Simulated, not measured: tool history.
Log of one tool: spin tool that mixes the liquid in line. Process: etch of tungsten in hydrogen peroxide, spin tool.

run  hour  temperature setpoint of the liquid (°C)  concentration of hydrogen peroxide in the mixed liquid (% by weight)  time under the liquid (s)  thickness taken off the tungsten on a monitor wafer (Å)
  1     0                                       48                                                                  22.5                         45                                                   739.14
  2   2.4                                       48                                                                  22.5                         50                                                   827.17
  3   9.2                                     49.5                                                                  22.5                         50                                                   912.89
  4    13                                     46.5                                                                  22.5                         50                                                    736.4
  5  15.9                                     46.5                                                                  22.5                         45                                                   665.07
  6  23.2                                     46.5                                                                    27                         45                                                   746.76
  7  25.1                                       48                                                                    27                         45                                                   814.51
  8  28.9                                     49.5                                                                    27                         45                                                   894.23
  9  31.4                                     50.5                                                                    27                         45                                                   956.07

The next listed run, before its measurement:
 10  38.7                                       51                                                                    27                         45                                                        ?

{"run 10": {"thickness taken off the tungsten on a monitor wafer (Å)": 963.93}}

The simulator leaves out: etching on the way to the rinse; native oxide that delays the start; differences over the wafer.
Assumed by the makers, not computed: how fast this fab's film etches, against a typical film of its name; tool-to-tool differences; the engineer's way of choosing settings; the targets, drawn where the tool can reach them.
